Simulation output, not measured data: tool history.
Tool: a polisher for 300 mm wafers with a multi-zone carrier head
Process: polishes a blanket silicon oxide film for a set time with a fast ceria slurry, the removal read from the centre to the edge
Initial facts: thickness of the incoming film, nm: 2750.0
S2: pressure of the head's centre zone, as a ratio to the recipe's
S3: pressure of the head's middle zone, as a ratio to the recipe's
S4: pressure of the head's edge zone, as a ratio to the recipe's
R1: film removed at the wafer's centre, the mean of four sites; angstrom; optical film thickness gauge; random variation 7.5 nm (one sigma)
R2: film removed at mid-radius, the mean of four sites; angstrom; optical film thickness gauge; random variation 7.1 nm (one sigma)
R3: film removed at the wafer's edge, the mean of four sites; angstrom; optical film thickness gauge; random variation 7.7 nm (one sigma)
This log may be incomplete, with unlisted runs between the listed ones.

{"run": 1, "hour": 0.0, "flow of slurry (ml/min)": 135, "S2": 1.0, "S3": 1.0, "S4": 1.0, "polishing time (s)": 51, "R1": 8044.7, "R2": 8226.7, "R3": 8824.4}
{"run": 2, "hour": 1.8, "flow of slurry (ml/min)": 125, "S2": 1.0, "S3": 1.0, "S4": 1.0, "polishing time (s)": 51, "R1": 7917.8, "R2": 8016.8, "R3": 8457.1}
{"run": 3, "hour": 8.7, "flow of slurry (ml/min)": 150, "S2": 1.0, "S3": 1.0, "S4": 1.0, "polishing time (s)": 51, "R1": 8326.1, "R2": 8628.1, "R3": 8980.9}
{"run": 4, "hour": 9.7, "flow of slurry (ml/min)": 150, "S2": 1.0, "S3": 1.0, "S4": 1.0, "polishing time (s)": 59, "R1": 9501.0, "R2": 9742.4, "R3": 10361.0}
{"run": 5, "hour": 17.0, "flow of slurry (ml/min)": 150, "S2": 1.0, "S3": 1.0, "S4": 1.0, "polishing time (s)": 52, "R1": 8313.7, "R2": 8585.2, "R3": 9015.4}
{"run": 6, "hour": 24.1, "flow of slurry (ml/min)": 150, "S2": 1.0, "S3": 1.0, "S4": 1.06, "polishing time (s)": 52, "R1": 8240.2, "R2": 8488.0, "R3": 9411.5}
{"run": 7, "hour": 31.6, "flow of slurry (ml/min)": 120, "S2": 0.9, "S3": 1.02, "S4": 0.96, "polishing time (s)": 38, "R1": 5138.9, "R2": 6037.6, "R3": 6261.2}
{"run": 8, "hour": 38.3, "flow of slurry (ml/min)": 120, "S2": 0.9, "S3": 1.03, "S4": 0.95, "polishing time (s)": 38, "R1": 5180.2, "R2": 5944.2, "R3": 6074.0}
{"run": 9, "hour": 45.0, "flow of slurry (ml/min)": 120, "S2": 0.9, "S3": 1.04, "S4": 0.95, "polishing time (s)": 38, "R1": 5176.9, "R2": 6019.4, "R3": 6374.6}
{"run": 10, "hour": 49.7, "flow of slurry (ml/min)": 125, "S2": 0.89, "S3": 1.03, "S4": 0.93, "polishing time (s)": 38, "R1": 5194.4, "R2": 6061.3, "R3": 6246.6}
{"run": 11, "hour": 55.5, "flow of slurry (ml/min)": 125, "S2": 0.89, "S3": 1.04, "S4": 0.92, "polishing time (s)": 38, "R1": 5193.5, "R2": 6217.2, "R3": 6164.3}
{"run": 12, "hour": 57.3, "flow of slurry (ml/min)": 125, "S2": 0.89, "S3": 1.04, "S4": 0.91, "polishing time (s)": 38, "R1": 5213.3, "R2": 6090.3, "R3": 6142.0}

Run 13 is up next; what results do you expect?
{"run": 13, "hour": 60.1, "flow of slurry (ml/min)": 125, "S2": 0.89, "S3": 1.05, "S4": 0.9, "polishing time (s)": 38, "R1": "?", "R2": "?", "R3": "?"}

Run 13 measured R1 5181.2 angstrom, R2 6243.9 angstrom, R3 6213.7 angstrom.
